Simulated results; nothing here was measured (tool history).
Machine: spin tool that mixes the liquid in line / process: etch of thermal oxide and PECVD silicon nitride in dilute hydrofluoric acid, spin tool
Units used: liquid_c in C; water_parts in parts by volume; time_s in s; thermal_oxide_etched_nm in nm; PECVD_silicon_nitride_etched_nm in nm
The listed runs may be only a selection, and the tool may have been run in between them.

run	hour	liquid_c	water_parts	time_s	thermal_oxide_etched_nm	PECVD_silicon_nitride_etched_nm
1	0	24	295	180	2.3943	2.3311
2	5.5	23.5	305	180	2.2327	2.2034
3	11.9	27	305	180	2.4793	2.7494
4	19.6	27	265	180	3.0649	3.2132
5	26.1	26	280	180	2.713	2.802
6	27	25.5	290	180	2.5383	2.665
7	31.5	21.5	365	185	1.7278	1.6837
8	38.7	21.5	370	185	1.699	1.6988

For run 9, what comes out?
9	41.4	21.5	375	185	?	?

Run 9 measured thermal_oxide_etched_nm 1.6271 nm, PECVD_silicon_nitride_etched_nm 1.6573 nm.
